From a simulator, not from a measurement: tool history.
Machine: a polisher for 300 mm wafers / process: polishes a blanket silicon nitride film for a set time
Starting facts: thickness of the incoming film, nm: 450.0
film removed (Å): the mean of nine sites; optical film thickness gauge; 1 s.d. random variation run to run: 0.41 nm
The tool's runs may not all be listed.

| run | hour | flow of slurry (ml/min) | pressure of the wafer on the pad (kPa) | speed of the pad under the wafer (m/s) | polishing time (s) | film removed (Å) |
|---|---|---|---|---|---|---|
| 1 | 0.0 | 210 | 27.6 | 0.96 | 36 | 520.15 |
| 2 | 7.7 | 200 | 26.2 | 0.96 | 36 | 500.84 |
| 3 | 9.0 | 250 | 26.2 | 0.96 | 36 | 511.76 |
| 4 | 15.4 | 250 | 26.2 | 1.14 | 36 | 581.96 |
| 5 | 20.6 | 210 | 26.2 | 1.14 | 36 | 569.51 |
|  | 21.6 | worn pad replaced by a new one |
| 6 | 21.6 | 210 | 26.2 | 1.26 | 36 | 672.71 |
| 7 | 30.4 | 210 | 24.8 | 1.26 | 36 | 635.95 |
| 8 | 32.5 | 210 | 23.4 | 1.26 | 36 | 609.95 |
| 9 | 35.7 | 210 | 22.1 | 1.26 | 36 | 576.79 |
| 10 | 43.1 | 210 | 21.4 | 1.26 | 36 | 569.55 |

What will run 11 give?
| 11 | 50.2 | 195 | 15.9 | 1.26 | 36 | ? |

{"run 11": {"film removed (Å)": 432.66}}
